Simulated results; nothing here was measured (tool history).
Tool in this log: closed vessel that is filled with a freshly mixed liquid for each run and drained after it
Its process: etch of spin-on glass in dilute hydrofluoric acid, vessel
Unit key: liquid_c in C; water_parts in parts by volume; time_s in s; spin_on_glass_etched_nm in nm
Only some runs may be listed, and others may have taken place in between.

Run 1, hour 0: liquid_c 26 C, water_parts 65 parts by volume, time_s 95 s. Result: spin_on_glass_etched_nm 74.129 nm.
Run 2, hour 2.5: liquid_c 27.5 C, water_parts 65 parts by volume, time_s 95 s. Result: spin_on_glass_etched_nm 78.035 nm.
Run 3, hour 6.7: liquid_c 28.5 C, water_parts 65 parts by volume, time_s 95 s. Result: spin_on_glass_etched_nm 82.522 nm.
Run 4, hour 9.3: liquid_c 29.5 C, water_parts 65 parts by volume, time_s 95 s. Result: spin_on_glass_etched_nm 84.51 nm.
Run 5, hour 13.7: liquid_c 29.5 C, water_parts 85 parts by volume, time_s 95 s. Result: spin_on_glass_etched_nm 62.703 nm.
Run 6, hour 14.6: liquid_c 30 C, water_parts 80 parts by volume, time_s 95 s. Result: spin_on_glass_etched_nm 68.556 nm.

Expected results for the next run?
Run 7, hour 16.6: liquid_c 30.5 C, water_parts 75 parts by volume, time_s 95 s. Result: spin_on_glass_etched_nm ?.

Run 7 produced spin_on_glass_etched_nm 74.884 nm.
